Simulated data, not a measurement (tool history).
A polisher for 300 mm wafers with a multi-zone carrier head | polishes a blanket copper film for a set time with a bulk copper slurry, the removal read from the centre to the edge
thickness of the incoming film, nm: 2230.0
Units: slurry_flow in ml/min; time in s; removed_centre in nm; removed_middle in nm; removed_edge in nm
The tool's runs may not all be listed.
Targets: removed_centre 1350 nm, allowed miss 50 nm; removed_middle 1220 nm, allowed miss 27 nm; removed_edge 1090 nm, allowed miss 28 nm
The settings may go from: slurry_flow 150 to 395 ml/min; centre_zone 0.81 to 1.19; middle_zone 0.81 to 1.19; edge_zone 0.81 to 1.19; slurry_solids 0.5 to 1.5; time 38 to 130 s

Run 1, hour 0: slurry_flow 250 ml/min, centre_zone 1, middle_zone 1, edge_zone 1, slurry_solids 1, time 84 s. Result: removed_centre 796.24 nm, removed_middle 784.74 nm, removed_edge 793.8 nm.
Run 2, hour 3.8: slurry_flow 250 ml/min, centre_zone 1, middle_zone 1, edge_zone 1, slurry_solids 1, time 102 s. Result: removed_centre 952.67 nm, removed_middle 950.95 nm, removed_edge 963.27 nm.
Run 3, hour 12.5: slurry_flow 250 ml/min, centre_zone 1, middle_zone 1, edge_zone 1.06, slurry_solids 1, time 102 s. Result: removed_centre 965.87 nm, removed_middle 943.85 nm, removed_edge 992.73 nm.
Run 4, hour 19.7: slurry_flow 250 ml/min, centre_zone 1, middle_zone 1.08, edge_zone 1.06, slurry_solids 1, time 102 s. Result: removed_centre 972.16 nm, removed_middle 1000.4 nm, removed_edge 994.37 nm.
Run 5, hour 22.5: slurry_flow 250 ml/min, centre_zone 0.91, middle_zone 1.08, edge_zone 1.06, slurry_solids 1, time 102 s. Result: removed_centre 865.3 nm, removed_middle 1010.2 nm, removed_edge 998.69 nm.
Run 6, hour 24.3: slurry_flow 275 ml/min, centre_zone 0.98, middle_zone 1.11, edge_zone 1.05, slurry_solids 1.1, time 102 s. Result: removed_centre 962.03 nm, removed_middle 1053.4 nm, removed_edge 1002.8 nm.
Run 7, hour 27.2: slurry_flow 285 ml/min, centre_zone 1.04, middle_zone 1.13, edge_zone 1.06, slurry_solids 1.2, time 103 s. Result: removed_centre 1057.5 nm, removed_middle 1109.1 nm, removed_edge 1044.9 nm.
Run 8, hour 31.5: slurry_flow 300 ml/min, centre_zone 1.08, middle_zone 1.13, edge_zone 1.04, slurry_solids 1.25, time 104 s. Result: removed_centre 1106.9 nm, removed_middle 1130.7 nm, removed_edge 1051.8 nm.
Run 9, hour 40.3: slurry_flow 340 ml/min, centre_zone 1.18, middle_zone 1.07, edge_zone 0.94, slurry_solids 1.5, time 112 s. Result: removed_centre 1392.9 nm, removed_middle 1220.5 nm, removed_edge 1132.5 nm.

5 next moves are on the table. One of them brings every result within its allowed miss. Which?
Run A, hour 49.1: slurry_flow 345 ml/min, centre_zone 1.15, middle_zone 1.03, edge_zone 0.97, slurry_solids 1.35, time 115 s. Result: removed_centre ?, removed_middle ?, removed_edge ?.
Run B, hour 49.1: slurry_flow 340 ml/min, centre_zone 1.18, middle_zone 1.09, edge_zone 0.98, slurry_solids 1.5, time 112 s. Result: removed_centre ?, removed_middle ?, removed_edge ?.
Run C, hour 49.1: slurry_flow 365 ml/min, centre_zone 1.14, middle_zone 1.03, edge_zone 0.94, slurry_solids 1.5, time 117 s. Result: removed_centre ?, removed_middle ?, removed_edge ?.
Run D, hour 49.1: slurry_flow 385 ml/min, centre_zone 1.19, middle_zone 1.13, edge_zone 0.97, slurry_solids 1.45, time 107 s. Result: removed_centre ?, removed_middle ?, removed_edge ?.
Run E, hour 49.1: slurry_flow 345 ml/min, centre_zone 1.13, middle_zone 1.07, edge_zone 0.93, slurry_solids 1.5, time 116 s. Result: removed_centre ?, removed_middle ?, removed_edge ?.

move  removed_centre  removed_middle  removed_edge
   A          1358.4          1199.3        1165.3
   B            1382          1247.6        1160.5
   C          1403.8          1249.7          1195
   D          1338.5          1234.1        1104.4
   E            1373          1273.9          1174
A: further off than the last run
B: further off than the last run
C: further off than the last run
D: meets every target
E: further off than the last run
Answer: D
